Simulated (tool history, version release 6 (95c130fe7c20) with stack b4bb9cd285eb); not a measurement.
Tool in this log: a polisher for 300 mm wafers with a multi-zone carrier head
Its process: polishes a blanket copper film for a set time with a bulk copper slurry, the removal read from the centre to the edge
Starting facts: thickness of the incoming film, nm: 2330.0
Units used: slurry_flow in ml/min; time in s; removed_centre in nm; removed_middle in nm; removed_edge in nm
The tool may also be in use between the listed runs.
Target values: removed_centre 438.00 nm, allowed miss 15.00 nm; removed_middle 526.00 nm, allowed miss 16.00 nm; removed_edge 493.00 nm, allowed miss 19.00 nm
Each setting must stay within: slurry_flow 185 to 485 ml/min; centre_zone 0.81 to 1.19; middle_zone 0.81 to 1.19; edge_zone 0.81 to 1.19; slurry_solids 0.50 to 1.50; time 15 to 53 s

run 1 hour=0.0 | slurry_flow=310 centre_zone=1.00 middle_zone=1.00 edge_zone=1.00 slurry_solids=1.00 time=34 | removed_centre=344.27 removed_middle=345.95 removed_edge=348.03
run 2 hour=8.9 | slurry_flow=315 centre_zone=0.99 middle_zone=1.04 edge_zone=1.03 slurry_solids=1.10 time=35 | removed_centre=353.41 removed_middle=376.43 removed_edge=376.03
run 3 hour=9.5 | slurry_flow=325 centre_zone=1.00 middle_zone=1.07 edge_zone=1.04 slurry_solids=1.20 time=36 | removed_centre=373.38 removed_middle=405.12 removed_edge=392.42
run 4 hour=15.9 | slurry_flow=325 centre_zone=1.00 middle_zone=1.07 edge_zone=1.04 slurry_solids=1.05 time=36 | removed_centre=365.15 removed_middle=398.58 removed_edge=388.18
run 5 hour=19.3 | slurry_flow=325 centre_zone=1.00 middle_zone=1.07 edge_zone=1.04 slurry_solids=1.05 time=41 | removed_centre=421.42 removed_middle=451.88 removed_edge=438.29
run 6 hour=27.9 | slurry_flow=325 centre_zone=1.00 middle_zone=1.07 edge_zone=1.04 slurry_solids=1.20 time=41 | removed_centre=419.89 removed_middle=467.31 removed_edge=447.83
run 7 hour=31.0 | slurry_flow=330 centre_zone=1.00 middle_zone=1.09 edge_zone=1.06 slurry_solids=1.25 time=41 | removed_centre=441.88 removed_middle=472.36 removed_edge=458.04
run 8 hour=35.7 | slurry_flow=335 centre_zone=0.98 middle_zone=1.11 edge_zone=1.07 slurry_solids=1.25 time=41 | removed_centre=421.10 removed_middle=485.28 removed_edge=453.48
run 9 hour=42.9 | slurry_flow=335 centre_zone=0.98 middle_zone=1.12 edge_zone=1.09 slurry_solids=1.30 time=41 | removed_centre=427.24 removed_middle=490.80 removed_edge=459.99
run 10 hour=48.1 | slurry_flow=340 centre_zone=0.97 middle_zone=1.13 edge_zone=1.11 slurry_solids=1.35 time=41 | removed_centre=427.97 removed_middle=496.90 removed_edge=469.15
run 11 hour=56.6 | slurry_flow=345 centre_zone=0.97 middle_zone=1.14 edge_zone=1.12 slurry_solids=1.40 time=41 | removed_centre=437.75 removed_middle=505.70 removed_edge=478.13
run 12 hour=60.1 | slurry_flow=345 centre_zone=0.96 middle_zone=1.15 edge_zone=1.13 slurry_solids=1.40 time=41 | removed_centre=438.29 removed_middle=508.63 removed_edge=477.65

Next run, 4 choices. One meets every target within its allowed miss, the rest don't. Which?
run A hour=63.6 | slurry_flow=485 centre_zone=1.16 middle_zone=1.16 edge_zone=1.07 slurry_solids=1.15 time=39 | removed_centre=? removed_middle=? removed_edge=?
run B hour=63.6 | slurry_flow=190 centre_zone=1.03 middle_zone=1.19 edge_zone=1.09 slurry_solids=1.50 time=42 | removed_centre=? removed_middle=? removed_edge=?
run C hour=63.6 | slurry_flow=340 centre_zone=0.97 middle_zone=1.19 edge_zone=1.13 slurry_solids=1.40 time=38 | removed_centre=? removed_middle=? removed_edge=?
run D hour=63.6 | slurry_flow=400 centre_zone=0.96 middle_zone=1.16 edge_zone=1.15 slurry_solids=1.40 time=41 | removed_centre=? removed_middle=? removed_edge=?

move=A removed_centre=471.47 removed_middle=478.58 removed_edge=439.29
move=B removed_centre=428.93 removed_middle=498.34 removed_edge=462.77
move=C removed_centre=397.23 removed_middle=481.41 removed_edge=445.98
move=D removed_centre=431.28 removed_middle=515.14 removed_edge=490.73
A: the biggest miss grows against the last run
B: the biggest miss grows against the last run
C: the biggest miss grows against the last run
D: meets every target
Move D is the one to make.
